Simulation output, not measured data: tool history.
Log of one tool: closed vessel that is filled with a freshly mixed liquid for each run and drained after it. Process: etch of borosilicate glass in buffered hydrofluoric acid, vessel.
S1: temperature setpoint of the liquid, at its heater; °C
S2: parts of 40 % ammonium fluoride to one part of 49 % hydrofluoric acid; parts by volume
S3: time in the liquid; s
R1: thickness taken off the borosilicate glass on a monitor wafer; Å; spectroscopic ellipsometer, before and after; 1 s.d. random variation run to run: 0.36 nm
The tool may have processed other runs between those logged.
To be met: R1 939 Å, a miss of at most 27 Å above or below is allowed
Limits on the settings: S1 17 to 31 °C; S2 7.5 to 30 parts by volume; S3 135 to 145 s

run 1 hour=0 | S1=23 S2=22 S3=135 | R1=704.08
run 2 hour=2.7 | S1=24 S2=22 S3=135 | R1=752.34
run 3 hour=11.2 | S1=24 S2=22 S3=135 | R1=744.71
run 4 hour=16.4 | S1=25 S2=22 S3=135 | R1=788.52
run 5 hour=24.7 | S1=25.5 S2=22 S3=135 | R1=807.06
run 6 hour=29.6 | S1=25.5 S2=15.5 S3=135 | R1=1110.9
run 7 hour=31.6 | S1=25 S2=15.5 S3=135 | R1=1083.6
run 8 hour=33.9 | S1=24.5 S2=15.5 S3=135 | R1=1058.6
run 9 hour=36.8 | S1=24 S2=15.5 S3=135 | R1=1026.7
run 10 hour=41.6 | S1=23.5 S2=15.5 S3=135 | R1=998.99

Exercise: of the 4 proposed moves below, exactly one satisfies all targets within the stated allowed misses. Which move is it?
run A hour=46.4 | S1=19 S2=13 S3=145 | R1=?
run B hour=46.4 | S1=22.5 S2=14.5 S3=145 | R1=?
run C hour=46.4 | S1=20.5 S2=14.5 S3=140 | R1=?
run D hour=46.4 | S1=25 S2=15.5 S3=135 | R1=?

move=A R1=1000.1
move=B R1=1086.8
move=C R1=941.08
move=D R1=1083.5
A: as far off as the last run
B: misses by more than the last run did
C: each result inside its tolerance
D: misses by more than the last run did
The move that meets every target is C.

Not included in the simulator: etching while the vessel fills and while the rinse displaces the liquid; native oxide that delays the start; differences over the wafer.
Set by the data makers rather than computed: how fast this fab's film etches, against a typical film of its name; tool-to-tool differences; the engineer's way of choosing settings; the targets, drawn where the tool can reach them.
